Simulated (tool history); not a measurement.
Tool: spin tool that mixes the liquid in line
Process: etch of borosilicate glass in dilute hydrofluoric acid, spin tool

run	hour	temperature setpoint of the liquid (K)	parts of water to one part of 49 % hydrofluoric acid (parts by volume)	time under the liquid (s)	thickness taken off the borosilicate glass on a monitor wafer (Å)
1	0	298.15	205	290	310.52
2	7.4	296.65	205	290	294.63
3	8.5	295.65	205	290	282.24
4	10.7	295.65	205	310	299.15
5	13.5	294.65	205	310	291.72
6	22.5	294.65	170	310	360.67
7	31.4	293.65	180	310	324.65

Run 8 comes next. What will it give?
8	33.9	290.15	230	310	?

thickness taken off the borosilicate glass on a monitor wafer (Å): 212.5
